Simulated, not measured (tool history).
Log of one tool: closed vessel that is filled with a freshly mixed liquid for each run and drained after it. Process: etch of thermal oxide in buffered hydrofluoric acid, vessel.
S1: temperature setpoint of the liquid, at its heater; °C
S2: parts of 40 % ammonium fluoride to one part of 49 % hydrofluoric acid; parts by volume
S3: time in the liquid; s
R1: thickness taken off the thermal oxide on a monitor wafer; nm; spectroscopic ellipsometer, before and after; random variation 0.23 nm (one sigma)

run    day  S1    S2  S3      R1
  1  0.000  22  20.0  85  44.747
  2  0.288  20  20.0  85  40.135
  3  0.521  19  21.0  85  35.993
  4  0.846  19  25.0  85  32.274
  5  0.942  19  25.0  90  34.006
  6  1.146  17  25.0  90  30.510

The next listed run, before its measurement:
  7  1.421  17  25.5  90   ?

R1: 30.415 nm
